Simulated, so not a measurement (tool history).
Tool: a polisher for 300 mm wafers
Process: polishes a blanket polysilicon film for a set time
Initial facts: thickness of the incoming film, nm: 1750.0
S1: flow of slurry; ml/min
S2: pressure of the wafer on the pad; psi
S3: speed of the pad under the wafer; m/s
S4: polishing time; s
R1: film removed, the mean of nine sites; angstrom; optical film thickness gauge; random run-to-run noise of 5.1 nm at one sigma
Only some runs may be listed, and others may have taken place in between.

| run | hour | S1 | S2 | S3 | S4 | R1 |
|---|---|---|---|---|---|---|
| 1 | 0 | 315 | 3.1 | 1.16 | 24 | 2339.5 |
| 2 | 5.6 | 345 | 3.1 | 1.16 | 24 | 2384.6 |
| 3 | 8.8 | 345 | 3.1 | 1.16 | 22 | 2161.2 |
| 4 | 9.8 | 345 | 3.1 | 1.16 | 22 | 2174.4 |
| 5 | 13.7 | 345 | 3.1 | 1.16 | 22 | 2135.6 |
| 6 | 18.9 | 400 | 3.1 | 1.16 | 22 | 2194 |
| 7 | 22.4 | 400 | 3.6 | 1.18 | 22 | 2492.4 |
| 8 | 28.2 | 400 | 4 | 1.24 | 22 | 2985.3 |
| 9 | 35.7 | 400 | 4.3 | 1.26 | 22 | 3138.6 |

The next listed run, before its measurement:
| 10 | 43.3 | 400 | 4.9 | 1.4 | 22 | ? |

R1: 4143.7 angstrom
